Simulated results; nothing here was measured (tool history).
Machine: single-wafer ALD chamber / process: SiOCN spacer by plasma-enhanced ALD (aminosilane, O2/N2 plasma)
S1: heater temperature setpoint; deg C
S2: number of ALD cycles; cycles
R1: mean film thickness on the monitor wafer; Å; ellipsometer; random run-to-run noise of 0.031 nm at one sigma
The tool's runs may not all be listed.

run 1 hour=0 | S1=425 S2=90 | R1=47.69
run 2 hour=0.8 | S1=425 S2=101 | R1=53.794
run 3 hour=9.3 | S1=424 S2=103 | R1=54.935
run 4 hour=10.1 | S1=423 S2=104 | R1=55.701
run 5 hour=12.4 | S1=423 S2=96 | R1=51.35
run 6 hour=17.2 | S1=423 S2=88 | R1=47.306
run 7 hour=18.8 | S1=414 S2=102 | R1=56.819

Expected results for the next run?
run 8 hour=22.1 | S1=413 S2=103 | R1=?

R1: 57.392 Å

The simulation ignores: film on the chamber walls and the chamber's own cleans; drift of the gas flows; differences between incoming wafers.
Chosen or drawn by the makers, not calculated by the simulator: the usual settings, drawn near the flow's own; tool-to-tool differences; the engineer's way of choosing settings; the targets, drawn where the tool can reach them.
